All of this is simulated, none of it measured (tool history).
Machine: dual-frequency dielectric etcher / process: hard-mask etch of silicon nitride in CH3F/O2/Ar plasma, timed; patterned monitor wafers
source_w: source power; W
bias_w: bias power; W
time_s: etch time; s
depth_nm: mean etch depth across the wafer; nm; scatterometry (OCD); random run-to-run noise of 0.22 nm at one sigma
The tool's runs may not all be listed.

| run | hour | source_w | bias_w | time_s | depth_nm |
|---|---|---|---|---|---|
| 1 | 0.0 | 470 | 68 | 85.0 | 66.978 |
| 2 | 7.1 | 510 | 69 | 85.0 | 70.331 |
| 3 | 7.8 | 510 | 77 | 85.0 | 72.679 |
| 4 | 13.8 | 530 | 77 | 85.0 | 74.232 |
| 5 | 17.1 | 530 | 77 | 77.5 | 67.740 |
| 6 | 24.6 | 550 | 79 | 77.5 | 69.893 |
| 7 | 27.0 | 570 | 81 | 77.5 | 71.686 |
| 8 | 35.6 | 590 | 82 | 77.5 | 73.094 |
| 9 | 39.7 | 600 | 83 | 77.5 | 73.975 |

Expected results for the next run?
| 10 | 47.7 | 610 | 84 | 77.5 | ? |

Run 10 gave depth_nm 75.288 nm.

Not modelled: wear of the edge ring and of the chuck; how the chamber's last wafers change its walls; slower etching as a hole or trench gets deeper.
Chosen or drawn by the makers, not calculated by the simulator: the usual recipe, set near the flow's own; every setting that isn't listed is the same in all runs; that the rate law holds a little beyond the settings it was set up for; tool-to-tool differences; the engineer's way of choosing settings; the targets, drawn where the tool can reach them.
